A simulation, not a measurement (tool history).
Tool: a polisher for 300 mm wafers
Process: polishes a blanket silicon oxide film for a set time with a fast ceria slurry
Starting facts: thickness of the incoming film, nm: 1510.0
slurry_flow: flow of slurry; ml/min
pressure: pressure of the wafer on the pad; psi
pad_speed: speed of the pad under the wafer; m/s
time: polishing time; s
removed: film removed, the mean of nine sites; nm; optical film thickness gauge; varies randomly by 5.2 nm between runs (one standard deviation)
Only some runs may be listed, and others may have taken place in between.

run,hour,slurry_flow,pressure,pad_speed,time,removed
1,0.0,210,2.4,0.86,21,235.57
2,2.2,210,2.6,0.86,21,255.29
3,9.7,210,2.2,0.86,21,214.45
4,15.3,210,2.4,0.86,21,228.03
5,17.7,210,2.4,0.86,19,207.82
6,19.0,210,2.6,0.86,19,227.72
7,23.4,210,2.8,0.88,19,249.18

Run 8 has not been measured yet. What should we expect?
8,24.2,210,2.9,0.90,19,?

removed: 264.35 nm

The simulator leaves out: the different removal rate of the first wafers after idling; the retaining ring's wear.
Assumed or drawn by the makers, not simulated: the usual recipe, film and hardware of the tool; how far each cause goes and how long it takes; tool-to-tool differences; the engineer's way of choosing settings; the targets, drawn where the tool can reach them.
